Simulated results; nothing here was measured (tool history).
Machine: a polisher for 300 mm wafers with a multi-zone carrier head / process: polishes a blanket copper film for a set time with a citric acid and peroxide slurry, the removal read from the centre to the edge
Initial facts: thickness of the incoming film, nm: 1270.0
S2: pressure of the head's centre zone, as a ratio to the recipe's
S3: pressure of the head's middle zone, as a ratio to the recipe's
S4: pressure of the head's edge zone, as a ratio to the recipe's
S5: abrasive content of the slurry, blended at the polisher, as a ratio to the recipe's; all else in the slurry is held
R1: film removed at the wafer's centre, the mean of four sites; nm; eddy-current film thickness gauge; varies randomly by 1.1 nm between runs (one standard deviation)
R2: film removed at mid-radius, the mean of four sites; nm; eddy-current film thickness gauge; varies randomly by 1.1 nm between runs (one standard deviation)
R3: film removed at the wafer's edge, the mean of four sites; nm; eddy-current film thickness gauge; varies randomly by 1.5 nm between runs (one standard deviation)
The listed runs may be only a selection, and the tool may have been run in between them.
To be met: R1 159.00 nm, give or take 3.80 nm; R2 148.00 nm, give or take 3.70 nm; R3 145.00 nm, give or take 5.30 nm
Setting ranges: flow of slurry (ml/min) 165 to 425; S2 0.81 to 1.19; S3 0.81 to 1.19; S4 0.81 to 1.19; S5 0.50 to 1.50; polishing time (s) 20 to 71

{"run": 1, "hour": 0.0, "flow of slurry (ml/min)": 275, "S2": 1.0, "S3": 1.0, "S4": 1.0, "S5": 1.0, "polishing time (s)": 45, "R1": 103.25, "R2": 102.95, "R3": 104.48}
{"run": 2, "hour": 8.4, "flow of slurry (ml/min)": 290, "S2": 1.05, "S3": 1.04, "S4": 1.05, "S5": 1.15, "polishing time (s)": 47, "R1": 118.89, "R2": 113.83, "R3": 115.88}
{"run": 3, "hour": 16.8, "flow of slurry (ml/min)": 290, "S2": 1.05, "S3": 0.97, "S4": 1.05, "S5": 1.15, "polishing time (s)": 47, "R1": 118.07, "R2": 110.17, "R3": 114.83}
{"run": 4, "hour": 23.4, "flow of slurry (ml/min)": 305, "S2": 1.08, "S3": 1.03, "S4": 1.07, "S5": 1.25, "polishing time (s)": 48, "R1": 130.15, "R2": 119.98, "R3": 126.19}
{"run": 5, "hour": 27.5, "flow of slurry (ml/min)": 305, "S2": 1.08, "S3": 1.03, "S4": 1.07, "S5": 1.35, "polishing time (s)": 48, "R1": 130.45, "R2": 122.72, "R3": 125.6}
{"run": 6, "hour": 36.0, "flow of slurry (ml/min)": 325, "S2": 1.11, "S3": 1.08, "S4": 1.08, "S5": 1.4, "polishing time (s)": 48, "R1": 137.02, "R2": 129.8, "R3": 126.79}
{"run": 7, "hour": 38.3, "flow of slurry (ml/min)": 325, "S2": 1.11, "S3": 1.08, "S4": 1.08, "S5": 1.4, "polishing time (s)": 48, "R1": 137.3, "R2": 129.52, "R3": 129.54}
{"run": 8, "hour": 47.1, "flow of slurry (ml/min)": 340, "S2": 1.13, "S3": 1.11, "S4": 1.1, "S5": 1.45, "polishing time (s)": 48, "R1": 142.12, "R2": 135.17, "R3": 131.12}
{"run": 9, "hour": 48.9, "flow of slurry (ml/min)": 350, "S2": 1.15, "S3": 1.12, "S4": 1.12, "S5": 1.45, "polishing time (s)": 49, "R1": 147.33, "R2": 136.81, "R3": 134.79}
{"run": 10, "hour": 54.4, "flow of slurry (ml/min)": 355, "S2": 1.16, "S3": 1.13, "S4": 1.13, "S5": 1.45, "polishing time (s)": 50, "R1": 149.89, "R2": 142.74, "R3": 142.05}
{"run": 11, "hour": 56.4, "flow of slurry (ml/min)": 360, "S2": 1.17, "S3": 1.13, "S4": 1.13, "S5": 1.45, "polishing time (s)": 50, "R1": 153.88, "R2": 141.96, "R3": 139.26}
{"run": 12, "hour": 65.0, "flow of slurry (ml/min)": 360, "S2": 1.17, "S3": 1.13, "S4": 1.13, "S5": 1.45, "polishing time (s)": 50, "R1": 155.52, "R2": 141.57, "R3": 141.77}
{"run": 13, "hour": 71.6, "flow of slurry (ml/min)": 370, "S2": 1.17, "S3": 1.14, "S4": 1.13, "S5": 1.45, "polishing time (s)": 50, "R1": 154.14, "R2": 142.34, "R3": 138.85}
{"run": 14, "hour": 79.0, "flow of slurry (ml/min)": 370, "S2": 1.18, "S3": 1.15, "S4": 1.14, "S5": 1.45, "polishing time (s)": 50, "R1": 154.48, "R2": 143.3, "R3": 141.17}

Which one of the following 5 next-run settings gets every result inside its allowed miss? There is exactly one.
{"run": "A", "hour": 86.4, "flow of slurry (ml/min)": 375, "S2": 1.19, "S3": 1.06, "S4": 1.12, "S5": 1.45, "polishing time (s)": 50, "R1": "?", "R2": "?", "R3": "?"}
{"run": "B", "hour": 86.4, "flow of slurry (ml/min)": 350, "S2": 1.15, "S3": 1.19, "S4": 1.11, "S5": 1.4, "polishing time (s)": 53, "R1": "?", "R2": "?", "R3": "?"}
{"run": "C", "hour": 86.4, "flow of slurry (ml/min)": 355, "S2": 1.08, "S3": 1.03, "S4": 1.19, "S5": 1.5, "polishing time (s)": 56, "R1": "?", "R2": "?", "R3": "?"}
{"run": "D", "hour": 86.4, "flow of slurry (ml/min)": 380, "S2": 1.18, "S3": 1.14, "S4": 1.14, "S5": 1.4, "polishing time (s)": 49, "R1": "?", "R2": "?", "R3": "?"}
{"run": "E", "hour": 86.4, "flow of slurry (ml/min)": 390, "S2": 1.19, "S3": 1.16, "S4": 1.17, "S5": 1.45, "polishing time (s)": 51, "R1": "?", "R2": "?", "R3": "?"}

move=A R1=156.95 R2=135.80 R3=139.11
move=B R1=158.43 R2=155.34 R3=144.59
move=C R1=160.04 R2=149.50 R3=161.71
move=D R1=151.36 R2=139.72 R3=136.29
move=E R1=160.72 R2=149.07 R3=145.29
A: its largest miss is bigger than the last run's
B: carries the result that was furthest off beyond its target, to the other side
C: the furthest-off result lands on target, but another misses its tolerance
D: its largest miss is bigger than the last run's
E: in spec on every target
Go with E: it meets all targets.
